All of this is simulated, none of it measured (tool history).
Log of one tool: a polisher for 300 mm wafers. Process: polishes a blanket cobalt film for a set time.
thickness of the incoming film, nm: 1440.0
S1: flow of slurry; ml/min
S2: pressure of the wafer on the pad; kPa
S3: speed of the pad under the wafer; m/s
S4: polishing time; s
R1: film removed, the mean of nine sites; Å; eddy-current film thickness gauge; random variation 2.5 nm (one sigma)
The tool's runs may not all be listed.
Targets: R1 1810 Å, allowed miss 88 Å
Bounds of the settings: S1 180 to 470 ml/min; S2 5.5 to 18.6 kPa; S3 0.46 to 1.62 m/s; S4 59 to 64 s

run,hour,S1,S2,S3,S4,R1
1,0,300,11.7,1.04,64,3180.1
2,2.8,230,11.7,1.04,64,3186.7
3,8.3,230,10.3,1.02,64,2754.7
4,9.6,230,10.3,1.22,64,3235.9
5,14.5,230,10.3,1.22,59,2945.8
6,19.4,230,9,1.2,59,2588.1
7,21.6,225,5.5,1.1,59,1469.6
8,30.3,225,5.5,1.1,59,1502.2
9,37.3,225,6.2,1.1,59,1641.6

5 next moves are on the table. One of them brings every result within its allowed miss. Which?
A,44.3,295,6.2,1.16,60,?
B,44.3,275,6.2,0.96,59,?
C,44.3,195,6.2,1.02,60,?
D,44.3,225,5.5,1,61,?
E,44.3,205,5.5,1,59,?

move,R1
A,1785.9
B,1453.8
C,1523
D,1376.9
E,1320.9
A: meets every target
B: further off than the last run
C: further off than the last run
D: further off than the last run
E: further off than the last run
The right move is A.

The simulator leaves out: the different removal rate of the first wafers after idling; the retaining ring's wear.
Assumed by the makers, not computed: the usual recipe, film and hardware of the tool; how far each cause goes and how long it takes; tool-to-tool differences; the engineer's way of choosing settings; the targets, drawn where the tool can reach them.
